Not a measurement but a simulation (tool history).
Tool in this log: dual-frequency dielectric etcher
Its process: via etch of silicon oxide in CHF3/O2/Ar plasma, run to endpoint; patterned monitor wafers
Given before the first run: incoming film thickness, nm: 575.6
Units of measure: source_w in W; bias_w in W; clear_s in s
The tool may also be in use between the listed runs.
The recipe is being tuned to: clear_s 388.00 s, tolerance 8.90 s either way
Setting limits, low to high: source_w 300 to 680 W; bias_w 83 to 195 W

| run | hour | source_w | bias_w | clear_s |
|---|---|---|---|---|
| 1 | 0.0 | 490 | 139 | 327.65 |
| 2 | 6.9 | 490 | 158 | 313.18 |
| 3 | 7.9 | 490 | 179 | 295.36 |
| 4 | 14.0 | 490 | 163 | 308.36 |
| 5 | 16.8 | 490 | 185 | 291.10 |
| 6 | 18.4 | 530 | 185 | 283.38 |
| 7 | 25.4 | 480 | 172 | 303.26 |
| 8 | 30.0 | 440 | 162 | 327.71 |
| 9 | 31.7 | 410 | 160 | 337.52 |
| 10 | 35.6 | 390 | 157 | 348.45 |
| 11 | 36.8 | 370 | 155 | 356.13 |
| 12 | 44.4 | 360 | 153 | 355.84 |
| 13 | 52.2 | 350 | 150 | 362.88 |
| 14 | 58.5 | 300 | 137 | 407.42 |
| 15 | 65.1 | 310 | 137 | 398.99 |

Consider the 5 candidate settings below. Which is the only one whose results all fall within their allowed miss of target?
| A | 71.7 | 300 | 140 | ? |
| B | 71.7 | 320 | 131 | ? |
| C | 71.7 | 300 | 134 | ? |
| D | 71.7 | 380 | 136 | ? |
| E | 71.7 | 380 | 122 | ? |

| move | clear_s |
|---|---|
| A | 401.11 |
| B | 403.02 |
| C | 409.26 |
| D | 369.99 |
| E | 388.68 |
A: the biggest miss grows against the last run
B: the biggest miss grows against the last run
C: the biggest miss grows against the last run
D: carries the result that was furthest off beyond its target, to the other side
E: in spec on every target
The right move is E.
